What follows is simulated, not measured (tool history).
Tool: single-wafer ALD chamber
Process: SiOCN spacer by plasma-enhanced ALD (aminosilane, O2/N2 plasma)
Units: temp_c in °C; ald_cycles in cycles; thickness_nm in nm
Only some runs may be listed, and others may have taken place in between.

run  hour  temp_c  ald_cycles  thickness_nm
  1     0     410          96        5.9621
  2     7     410          84        5.2188
  3  10.9     407          91          5.68
  4    19     414          91        5.5679
  5  25.8     414         103        6.3371
  6    33     411         105        6.4774

Run 7, settings as shown, results not yet in. Your forecast:
  7  34.1     410         106             ?

Logged for run 7: thickness_nm 6.6042 nm.

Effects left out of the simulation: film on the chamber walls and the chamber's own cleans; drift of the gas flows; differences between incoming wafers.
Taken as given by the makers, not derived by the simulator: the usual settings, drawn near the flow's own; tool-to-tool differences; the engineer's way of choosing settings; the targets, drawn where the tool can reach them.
